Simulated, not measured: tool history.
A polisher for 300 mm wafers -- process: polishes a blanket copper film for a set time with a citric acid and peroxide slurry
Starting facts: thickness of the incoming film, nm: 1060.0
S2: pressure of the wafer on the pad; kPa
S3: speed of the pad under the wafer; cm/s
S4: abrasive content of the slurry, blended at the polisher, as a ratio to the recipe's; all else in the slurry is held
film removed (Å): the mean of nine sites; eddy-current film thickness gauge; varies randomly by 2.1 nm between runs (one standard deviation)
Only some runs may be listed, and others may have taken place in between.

{"run": 1, "hour": 0.0, "flow of slurry (ml/min)": 240, "S2": 16.5, "S3": 92, "S4": 1, "polishing time (s)": 72, "film removed (Å)": 1396.2}
{"run": 2, "hour": 8.8, "flow of slurry (ml/min)": 240, "S2": 17.2, "S3": 92, "S4": 1, "polishing time (s)": 72, "film removed (Å)": 1452.5}
{"run": 3, "hour": 9.6, "flow of slurry (ml/min)": 240, "S2": 17.9, "S3": 92, "S4": 1, "polishing time (s)": 72, "film removed (Å)": 1532.2}
{"run": 4, "hour": 14.4, "flow of slurry (ml/min)": 240, "S2": 18.6, "S3": 92, "S4": 1, "polishing time (s)": 72, "film removed (Å)": 1593.9}
{"run": 5, "hour": 17.7, "flow of slurry (ml/min)": 240, "S2": 19.3, "S3": 92, "S4": 1, "polishing time (s)": 72, "film removed (Å)": 1616.8}
{"run": 6, "hour": 20.3, "flow of slurry (ml/min)": 240, "S2": 19.3, "S3": 112, "S4": 1, "polishing time (s)": 72, "film removed (Å)": 1975}

Expected results for the next run?
{"run": 7, "hour": 29.2, "flow of slurry (ml/min)": 245, "S2": 20.7, "S3": 112, "S4": 1, "polishing time (s)": 72, "film removed (Å)": "?"}

Run 7 yielded film removed (Å) 2125.2.
